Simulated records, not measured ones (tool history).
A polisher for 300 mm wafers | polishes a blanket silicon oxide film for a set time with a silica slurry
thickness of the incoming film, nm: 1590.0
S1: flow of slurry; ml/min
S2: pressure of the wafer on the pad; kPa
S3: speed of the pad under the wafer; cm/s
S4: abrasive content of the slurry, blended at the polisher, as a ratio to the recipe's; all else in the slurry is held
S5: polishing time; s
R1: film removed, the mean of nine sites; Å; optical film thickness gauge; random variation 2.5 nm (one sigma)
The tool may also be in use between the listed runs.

run	hour	S1	S2	S3	S4	S5	R1
1	0	200	37.9	98	1	92	3820.2
2	8.3	200	33.1	98	1	92	3294.6
3	13.9	180	33.1	98	1	92	3343.6
4	21.8	180	29.6	98	1	92	2945.9
5	30.2	180	29.6	82	1	92	2632
6	31.1	180	29.6	82	1	92	2646

The next listed run, before its measurement:
7	32.6	180	28.3	82	1	92	?

{"run 7": {"R1": 2563.3}}
